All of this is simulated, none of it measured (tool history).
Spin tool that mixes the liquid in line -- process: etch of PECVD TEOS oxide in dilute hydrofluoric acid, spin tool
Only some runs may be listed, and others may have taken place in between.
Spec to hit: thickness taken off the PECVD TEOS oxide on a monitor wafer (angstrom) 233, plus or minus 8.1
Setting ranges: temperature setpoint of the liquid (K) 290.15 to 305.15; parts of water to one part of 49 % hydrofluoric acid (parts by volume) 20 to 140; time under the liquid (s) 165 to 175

| run | hour | temperature setpoint of the liquid (K) | parts of water to one part of 49 % hydrofluoric acid (parts by volume) | time under the liquid (s) | thickness taken off the PECVD TEOS oxide on a monitor wafer (angstrom) |
|---|---|---|---|---|---|
| 1 | 0 | 297.15 | 75 | 165 | 483.14 |
| 2 | 8.6 | 297.15 | 50 | 165 | 756.93 |
| 3 | 16.8 | 297.15 | 60 | 165 | 614.94 |
| 4 | 20.5 | 297.15 | 60 | 175 | 653.55 |
| 5 | 22.3 | 294.65 | 60 | 175 | 582.23 |
| 6 | 30.7 | 293.65 | 70 | 175 | 487.24 |
| 7 | 32.5 | 292.65 | 80 | 175 | 400.4 |
| 8 | 38.4 | 292.15 | 90 | 175 | 342.45 |
| 9 | 40.9 | 291.65 | 95 | 175 | 318.67 |
| 10 | 45 | 291.15 | 100 | 175 | 293.4 |
| 11 | 52.6 | 291.15 | 105 | 175 | 277.36 |
| 12 | 60.7 | 291.15 | 110 | 175 | 264.96 |
| 13 | 69.4 | 290.65 | 110 | 175 | 258.24 |

Exactly one of the 4 candidate moves below puts every result within its allowed miss. Which one?
| A | 78.1 | 290.15 | 115 | 170 | ? |
| B | 78.1 | 292.65 | 110 | 170 | ? |
| C | 78.1 | 290.65 | 95 | 175 | ? |
| D | 78.1 | 292.15 | 100 | 170 | ? |

| move | thickness taken off the PECVD TEOS oxide on a monitor wafer (angstrom) |
|---|---|
| A | 233.11 |
| B | 271.71 |
| C | 302.87 |
| D | 295.99 |
A: all results land within tolerance of their targets
B: the biggest miss grows against the last run
C: the biggest miss grows against the last run
D: the biggest miss grows against the last run
A meets every target.
